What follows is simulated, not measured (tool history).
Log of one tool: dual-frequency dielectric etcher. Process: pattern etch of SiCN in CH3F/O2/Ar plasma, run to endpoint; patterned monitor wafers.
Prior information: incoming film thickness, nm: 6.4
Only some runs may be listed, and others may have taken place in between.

{"run": 1, "hour": 0.0, "source power (kW)": 0.33, "bias power (kW)": 0.081, "endpoint time (s)": 17.266}
{"run": 2, "hour": 2.4, "source power (kW)": 0.37, "bias power (kW)": 0.081, "endpoint time (s)": 16.345}
{"run": 3, "hour": 7.6, "source power (kW)": 0.37, "bias power (kW)": 0.068, "endpoint time (s)": 17.375}
{"run": 4, "hour": 9.8, "source power (kW)": 0.33, "bias power (kW)": 0.068, "endpoint time (s)": 18.227}
{"run": 5, "hour": 16.7, "source power (kW)": 0.33, "bias power (kW)": 0.073, "endpoint time (s)": 17.962}
{"run": 6, "hour": 22.3, "source power (kW)": 0.28, "bias power (kW)": 0.073, "endpoint time (s)": 19.365}
{"run": 7, "hour": 26.8, "source power (kW)": 0.28, "bias power (kW)": 0.073, "endpoint time (s)": 18.83}
{"run": 8, "hour": 32.6, "source power (kW)": 0.31, "bias power (kW)": 0.077, "endpoint time (s)": 17.662}

Run 9 comes next. What will it give?
{"run": 9, "hour": 39.5, "source power (kW)": 0.33, "bias power (kW)": 0.079, "endpoint time (s)": "?"}

For run 9 the tool returned endpoint time (s) 17.318.
